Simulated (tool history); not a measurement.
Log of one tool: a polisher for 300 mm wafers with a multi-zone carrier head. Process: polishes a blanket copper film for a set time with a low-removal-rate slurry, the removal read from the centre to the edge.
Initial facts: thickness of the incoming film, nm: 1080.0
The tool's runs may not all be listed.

| run | hour | flow of slurry (ml/min) | pressure of the head's centre zone | pressure of the head's middle zone | pressure of the head's edge zone | abrasive content of the slurry | polishing time (s) | film removed at the wafer's centre (angstrom) | film removed at mid-radius (angstrom) | film removed at the wafer's edge (angstrom) |
|---|---|---|---|---|---|---|---|---|---|---|
| 1 | 0.0 | 150 | 1.00 | 1.00 | 1.00 | 1.00 | 33 | 840.53 | 813.97 | 755.44 |
| 2 | 3.8 | 135 | 0.93 | 1.01 | 1.02 | 1.00 | 33 | 753.63 | 810.39 | 767.65 |
| 3 | 8.2 | 135 | 0.93 | 1.01 | 1.02 | 1.00 | 25 | 568.47 | 605.19 | 575.08 |
| 4 | 16.6 | 105 | 0.93 | 1.01 | 1.02 | 1.00 | 25 | 532.01 | 574.26 | 558.73 |
| 5 | 17.7 | 135 | 0.90 | 1.03 | 1.08 | 1.10 | 25 | 560.68 | 635.18 | 600.06 |
| 6 | 21.9 | 135 | 0.90 | 1.03 | 1.08 | 0.90 | 25 | 541.90 | 617.07 | 587.18 |

What will run 7 give?
| 7 | 22.9 | 150 | 0.87 | 1.03 | 1.12 | 1.05 | 26 | ? | ? | ? |

{"run 7": {"film removed at the wafer's centre (angstrom)": 570.06, "film removed at mid-radius (angstrom)": 662.68, "film removed at the wafer's edge (angstrom)": 643.68}}
